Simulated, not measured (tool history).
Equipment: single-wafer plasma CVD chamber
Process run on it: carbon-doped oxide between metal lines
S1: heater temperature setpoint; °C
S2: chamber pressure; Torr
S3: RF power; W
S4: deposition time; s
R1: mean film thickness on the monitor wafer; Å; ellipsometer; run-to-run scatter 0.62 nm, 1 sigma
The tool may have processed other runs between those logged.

run,hour,S1,S2,S3,S4,R1
1,0.0,340,5.91,410,26.5,1284.5
2,2.2,340,6.63,410,26.5,1305.2
3,5.2,340,6.63,370,26.5,1194.0
4,8.9,341,6.55,370,26.5,1177.5
5,15.8,341,6.55,370,26.5,1174.9
6,22.6,342,6.51,370,26.5,1174.1

Run 7, settings as shown, results not yet in. Your forecast:
7,23.4,343,6.47,370,26.5,?

{"run 7": {"R1": 1167.8}}
